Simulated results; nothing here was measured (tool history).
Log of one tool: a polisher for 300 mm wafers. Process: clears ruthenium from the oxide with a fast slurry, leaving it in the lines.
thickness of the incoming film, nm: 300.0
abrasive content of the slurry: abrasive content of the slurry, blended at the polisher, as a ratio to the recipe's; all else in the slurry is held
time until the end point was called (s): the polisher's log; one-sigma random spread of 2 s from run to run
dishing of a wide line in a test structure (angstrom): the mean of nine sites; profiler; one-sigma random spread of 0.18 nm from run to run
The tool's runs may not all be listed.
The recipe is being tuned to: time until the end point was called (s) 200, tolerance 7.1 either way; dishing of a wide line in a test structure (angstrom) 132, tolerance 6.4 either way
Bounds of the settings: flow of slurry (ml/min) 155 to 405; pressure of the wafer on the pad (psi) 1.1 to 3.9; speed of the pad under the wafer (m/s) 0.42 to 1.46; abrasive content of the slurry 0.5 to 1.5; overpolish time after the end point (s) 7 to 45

| run | hour | flow of slurry (ml/min) | pressure of the wafer on the pad (psi) | speed of the pad under the wafer (m/s) | abrasive content of the slurry | overpolish time after the end point (s) | time until the end point was called (s) | dishing of a wide line in a test structure (angstrom) |
|---|---|---|---|---|---|---|---|---|
| 1 | 0 | 260 | 2.5 | 0.94 | 1 | 23 | 96.253 | 548.6 |
| 2 | 6 | 260 | 2.2 | 0.84 | 1 | 18 | 124.2 | 369.24 |
| 3 | 11.1 | 260 | 2 | 0.8 | 0.95 | 15 | 144.55 | 261.21 |
| 4 | 19.9 | 260 | 2 | 0.8 | 0.8 | 15 | 153.21 | 252.09 |
| 5 | 28.4 | 315 | 2 | 0.8 | 0.8 | 15 | 150.1 | 258.75 |
| 6 | 37.4 | 300 | 1.8 | 0.8 | 0.75 | 13 | 173.79 | 190.88 |
| 7 | 43.3 | 300 | 1.7 | 0.82 | 0.75 | 12 | 178.68 | 172.98 |
| 8 | 44.2 | 300 | 1.6 | 0.84 | 0.75 | 11 | 183.1 | 153.97 |
| 9 | 45.4 | 295 | 1.3 | 0.84 | 0.75 | 9 | 224.89 | 105.62 |
| 10 | 50.5 | 300 | 1.4 | 0.84 | 0.75 | 9 | 208.36 | 115.46 |
| 11 | 56.6 | 335 | 1.5 | 0.84 | 0.75 | 12 | 192.43 | 166.64 |
| 12 | 57.6 | 315 | 1.5 | 0.84 | 0.75 | 12 | 196.45 | 158.54 |
| 13 | 61.8 | 295 | 1.5 | 0.84 | 0.75 | 12 | 194.59 | 161.2 |
| 14 | 65.5 | 295 | 1.5 | 0.84 | 0.75 | 11 | 196.84 | 147.63 |
| 15 | 66.4 | 295 | 1.5 | 0.84 | 0.75 | 8 | 194.53 | 108.89 |
| 16 | 67.2 | 310 | 1.5 | 0.82 | 0.75 | 9 | 200.9 | 119.19 |

Of the 4 settings listed for the next run, only one would bring every result within its allowed miss of target. Which one?
| A | 68 | 365 | 1.7 | 0.82 | 0.55 | 10 | ? | ? |
| B | 68 | 305 | 1.8 | 0.7 | 0.7 | 9 | ? | ? |
| C | 68 | 350 | 1.7 | 0.76 | 0.75 | 11 | ? | ? |
| D | 68 | 285 | 1.1 | 1.06 | 0.85 | 8 | ? | ? |

| move | time until the end point was called (s) | dishing of a wide line in a test structure (angstrom) |
|---|---|---|
| A | 196.99 | 131.52 |
| B | 199.38 | 117.37 |
| C | 186.9 | 151.69 |
| D | 198.03 | 105.36 |
A: in spec on every target
B: further off than the last run
C: pushes the last run's worst result past its target
D: further off than the last run
So the answer is move A, the one that meets all the targets.
